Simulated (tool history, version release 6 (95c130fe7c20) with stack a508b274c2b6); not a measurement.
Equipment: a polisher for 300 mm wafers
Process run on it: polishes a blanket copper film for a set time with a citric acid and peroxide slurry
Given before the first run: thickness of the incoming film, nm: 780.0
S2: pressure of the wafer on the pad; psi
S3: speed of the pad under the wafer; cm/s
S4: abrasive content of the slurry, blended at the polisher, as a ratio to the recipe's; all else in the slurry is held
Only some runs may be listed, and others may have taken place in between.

Run 1, day 0.000: flow of slurry (ml/min) 145, S2 3.9 psi, S3 76 cm/s, S4 1.0, polishing time (s) 64. Result: film removed (Å) 1332.9.
Run 2, day 0.179: flow of slurry (ml/min) 150, S2 4.3 psi, S3 76 cm/s, S4 1.0, polishing time (s) 64. Result: film removed (Å) 1443.2.
Run 3, day 0.267: flow of slurry (ml/min) 150, S2 4.7 psi, S3 76 cm/s, S4 1.0, polishing time (s) 64. Result: film removed (Å) 1596.9.
Run 4, day 0.350: flow of slurry (ml/min) 115, S2 4.7 psi, S3 76 cm/s, S4 1.0, polishing time (s) 64. Result: film removed (Å) 1488.5.
Run 5, day 0.379: flow of slurry (ml/min) 115, S2 4.7 psi, S3 76 cm/s, S4 1.0, polishing time (s) 67. Result: film removed (Å) 1554.9.
Run 6, day 0.629: flow of slurry (ml/min) 115, S2 4.7 psi, S3 64 cm/s, S4 1.0, polishing time (s) 67. Result: film removed (Å) 1335.3.
Run 7, day 0.758: flow of slurry (ml/min) 115, S2 4.7 psi, S3 64 cm/s, S4 1.0, polishing time (s) 67. Result: film removed (Å) 1313.9.
Run 8, day 0.825: flow of slurry (ml/min) 130, S2 5.0 psi, S3 64 cm/s, S4 1.0, polishing time (s) 67. Result: film removed (Å) 1465.9.
Run 9, day 0.904: flow of slurry (ml/min) 140, S2 5.2 psi, S3 64 cm/s, S4 1.0, polishing time (s) 67. Result: film removed (Å) 1563.4.
Run 10, day 1.117: flow of slurry (ml/min) 150, S2 5.4 psi, S3 64 cm/s, S4 1.0, polishing time (s) 67. Result: film removed (Å) 1630.4.
Run 11, day 1.296: flow of slurry (ml/min) 155, S2 5.6 psi, S3 64 cm/s, S4 1.0, polishing time (s) 67. Result: film removed (Å) 1697.3.

Expected results for the next run?
Run 12, day 1.583: flow of slurry (ml/min) 160, S2 5.7 psi, S3 66 cm/s, S4 1.0, polishing time (s) 67. Result: film removed (Å) ?.

For run 12 the tool returned film removed (Å) 1835.8.
